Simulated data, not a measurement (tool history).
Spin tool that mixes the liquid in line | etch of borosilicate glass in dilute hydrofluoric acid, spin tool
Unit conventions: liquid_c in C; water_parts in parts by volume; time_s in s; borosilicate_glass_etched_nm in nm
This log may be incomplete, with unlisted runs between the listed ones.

run    day  liquid_c  water_parts  time_s  borosilicate_glass_etched_nm
  1      0        22          115     145                        40.064
  2  0.196        22          115     145                         39.22
  3  0.512        21          120     145                         36.87
  4    0.6        21          145     145                        29.797
  5   0.75        20          145     145                        28.698
  6  1.108        20          145     160                        31.449
  7  1.404      19.5          150     160                        29.548
  8  1.775        19          150     160                        28.886
       2.1  -- hydrofluoric acid flow meter replaced
  9    2.1        17          155     160                        22.124

Estimate the outcome of run 10 from the log above:
 10  2.2      17.5          155     160                             ?

borosilicate_glass_etched_nm: 23.098 nm
